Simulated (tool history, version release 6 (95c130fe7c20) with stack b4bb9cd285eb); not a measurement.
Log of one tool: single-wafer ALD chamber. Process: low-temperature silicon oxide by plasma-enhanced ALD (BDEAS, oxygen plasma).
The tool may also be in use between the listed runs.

run  hour  heater temperature setpoint (deg C)  number of ALD cycles (cycles)  mean film thickness on the monitor wafer (angstrom)
  1   0.0                                  115                             45                                               65.904
  2   5.8                                  115                             48                                               70.561
  3   9.5                                  114                             49                                               72.263
  4  12.6                                  110                             49                                               72.530
  5  19.7                                  110                             50                                               74.838
  6  20.6                                  110                             51                                               75.979
  7  21.2                                  110                             51                                               75.462
  8  25.4                                  110                             52                                               77.768

The next listed run, before its measurement:
  9  31.1                                  110                             53                                                    ?

mean film thickness on the monitor wafer (angstrom): 78.970

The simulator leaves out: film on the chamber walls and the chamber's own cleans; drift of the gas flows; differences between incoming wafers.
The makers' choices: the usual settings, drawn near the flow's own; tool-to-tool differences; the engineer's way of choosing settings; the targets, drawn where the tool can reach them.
